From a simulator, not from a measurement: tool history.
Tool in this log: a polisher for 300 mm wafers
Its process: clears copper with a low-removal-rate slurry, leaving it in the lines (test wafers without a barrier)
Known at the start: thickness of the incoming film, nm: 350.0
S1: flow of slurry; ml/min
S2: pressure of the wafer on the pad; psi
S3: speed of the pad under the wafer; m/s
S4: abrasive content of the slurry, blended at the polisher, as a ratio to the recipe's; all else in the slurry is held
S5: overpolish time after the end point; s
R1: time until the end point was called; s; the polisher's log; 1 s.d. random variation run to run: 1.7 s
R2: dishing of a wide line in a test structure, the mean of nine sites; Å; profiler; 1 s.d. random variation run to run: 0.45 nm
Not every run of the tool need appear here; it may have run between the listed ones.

| run | hour | S1 | S2 | S3 | S4 | S5 | R1 | R2 |
|---|---|---|---|---|---|---|---|---|
| 1 | 0 | 215 | 2.1 | 1.1 | 1 | 18 | 165.56 | 178.95 |
| 2 | 6.3 | 215 | 2.2 | 1.1 | 1 | 19 | 159.76 | 198.64 |
| 3 | 14.5 | 215 | 2.2 | 1 | 1 | 19 | 171.99 | 190.72 |
| 4 | 15.7 | 215 | 2.6 | 1 | 1 | 19 | 145.83 | 203.6 |
| 5 | 20.4 | 215 | 2.6 | 1 | 1 | 20 | 143.44 | 213.77 |
| 6 | 28.8 | 245 | 2.6 | 1 | 1 | 20 | 144.35 | 214.53 |

Estimate the outcome of run 7 from the log above:
| 7 | 32.2 | 245 | 2.6 | 1 | 1 | 21 | ? | ? |

R1: 146.36 s
R2: 219.94 Å

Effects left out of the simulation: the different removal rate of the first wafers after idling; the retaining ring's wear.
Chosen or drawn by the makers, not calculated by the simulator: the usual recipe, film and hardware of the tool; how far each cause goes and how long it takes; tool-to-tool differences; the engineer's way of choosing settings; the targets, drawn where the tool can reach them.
